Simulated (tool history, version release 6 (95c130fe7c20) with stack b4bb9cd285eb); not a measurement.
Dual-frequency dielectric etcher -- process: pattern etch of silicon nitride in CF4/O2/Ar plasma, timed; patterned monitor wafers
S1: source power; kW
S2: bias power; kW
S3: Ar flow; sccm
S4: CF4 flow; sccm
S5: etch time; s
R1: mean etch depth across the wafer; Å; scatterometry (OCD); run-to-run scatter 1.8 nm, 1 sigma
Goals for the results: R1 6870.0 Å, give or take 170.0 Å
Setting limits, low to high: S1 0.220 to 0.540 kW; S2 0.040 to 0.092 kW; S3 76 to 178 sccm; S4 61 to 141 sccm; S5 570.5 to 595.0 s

run 1 hour=0.0 | S1=0.380 S2=0.066 S3=127 S4=101 S5=570.5 | R1=9113.4
run 2 hour=7.7 | S1=0.380 S2=0.066 S3=127 S4=101 S5=570.5 | R1=9106.0
run 3 hour=10.0 | S1=0.380 S2=0.066 S3=127 S4=101 S5=570.5 | R1=9090.2
run 4 hour=16.0 | S1=0.380 S2=0.066 S3=145 S4=101 S5=570.5 | R1=8941.4
run 5 hour=19.0 | S1=0.360 S2=0.066 S3=145 S4=101 S5=570.5 | R1=8550.6
run 6 hour=27.3 | S1=0.360 S2=0.066 S3=160 S4=101 S5=570.5 | R1=8482.5
run 7 hour=30.7 | S1=0.360 S2=0.066 S3=160 S4=101 S5=570.5 | R1=8430.2
run 8 hour=34.4 | S1=0.350 S2=0.066 S3=160 S4=101 S5=570.5 | R1=8261.0
run 9 hour=37.6 | S1=0.340 S2=0.066 S3=160 S4=101 S5=570.5 | R1=8100.5
run 10 hour=39.5 | S1=0.330 S2=0.066 S3=160 S4=101 S5=570.5 | R1=7916.1
run 11 hour=46.0 | S1=0.320 S2=0.066 S3=160 S4=101 S5=570.5 | R1=7747.6
run 12 hour=50.4 | S1=0.310 S2=0.066 S3=160 S4=101 S5=570.5 | R1=7570.1
run 13 hour=57.9 | S1=0.300 S2=0.066 S3=160 S4=101 S5=570.5 | R1=7366.7

Of the 5 settings listed for the next run, only one would bring every result within its allowed miss of target. Which one?
run A hour=65.4 | S1=0.300 S2=0.057 S3=165 S4=107 S5=575.0 | R1=?
run B hour=65.4 | S1=0.320 S2=0.077 S3=171 S4=99 S5=580.5 | R1=?
run C hour=65.4 | S1=0.310 S2=0.065 S3=146 S4=97 S5=578.0 | R1=?
run D hour=65.4 | S1=0.250 S2=0.067 S3=153 S4=97 S5=570.5 | R1=?
run E hour=65.4 | S1=0.340 S2=0.064 S3=156 S4=105 S5=570.5 | R1=?

move=A R1=6880.4
move=B R1=8498.5
move=C R1=7671.5
move=D R1=6537.2
move=E R1=8046.4
A: every result lands within tolerance
B: further off than the last run
C: further off than the last run
D: pushes the last run's worst result past its target
E: further off than the last run
Go with A: it meets all targets.
